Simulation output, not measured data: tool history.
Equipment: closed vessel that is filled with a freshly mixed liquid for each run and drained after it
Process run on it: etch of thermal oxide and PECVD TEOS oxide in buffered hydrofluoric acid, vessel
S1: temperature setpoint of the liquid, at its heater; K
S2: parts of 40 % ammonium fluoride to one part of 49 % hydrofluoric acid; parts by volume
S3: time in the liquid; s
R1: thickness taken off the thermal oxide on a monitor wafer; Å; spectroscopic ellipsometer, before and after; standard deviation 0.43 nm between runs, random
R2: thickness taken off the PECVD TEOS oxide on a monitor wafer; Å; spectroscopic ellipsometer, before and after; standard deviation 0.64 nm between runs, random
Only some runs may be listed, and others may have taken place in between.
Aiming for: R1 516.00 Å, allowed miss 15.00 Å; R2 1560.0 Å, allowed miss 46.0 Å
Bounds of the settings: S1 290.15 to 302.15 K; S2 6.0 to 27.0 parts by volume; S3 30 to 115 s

run 1 hour=0.0 | S1=294.15 S2=16.5 S3=60 | R1=382.90 R2=1157.1
run 2 hour=7.9 | S1=294.65 S2=16.5 S3=60 | R1=396.85 R2=1185.6
run 3 hour=14.8 | S1=294.65 S2=18.5 S3=60 | R1=354.91 R2=1072.7
run 4 hour=21.1 | S1=295.65 S2=18.5 S3=60 | R1=376.79 R2=1135.3
run 5 hour=26.4 | S1=295.65 S2=15.0 S3=60 | R1=460.64 R2=1397.9
run 6 hour=28.8 | S1=296.65 S2=15.0 S3=60 | R1=487.39 R2=1478.2
run 7 hour=33.1 | S1=297.15 S2=15.0 S3=60 | R1=503.77 R2=1499.9
run 8 hour=42.4 | S1=297.65 S2=14.5 S3=60 | R1=531.17 R2=1610.4

5 next moves are on the table. One of them brings every result within its allowed miss. Which?
run A hour=51.7 | S1=293.15 S2=15.5 S3=85 | R1=? R2=?
run B hour=51.7 | S1=296.15 S2=15.0 S3=70 | R1=? R2=?
run C hour=51.7 | S1=297.15 S2=18.0 S3=80 | R1=? R2=?
run D hour=51.7 | S1=301.15 S2=12.0 S3=40 | R1=? R2=?
run E hour=51.7 | S1=293.65 S2=11.0 S3=60 | R1=? R2=?

move=A R1=546.88 R2=1664.3
move=B R1=549.44 R2=1672.1
move=C R1=554.35 R2=1687.1
move=D R1=511.94 R2=1558.0
move=E R1=555.61 R2=1690.9
A: its largest miss is bigger than the last run's
B: its largest miss is bigger than the last run's
C: its largest miss is bigger than the last run's
D: all results in spec
E: its largest miss is bigger than the last run's
Answer: D
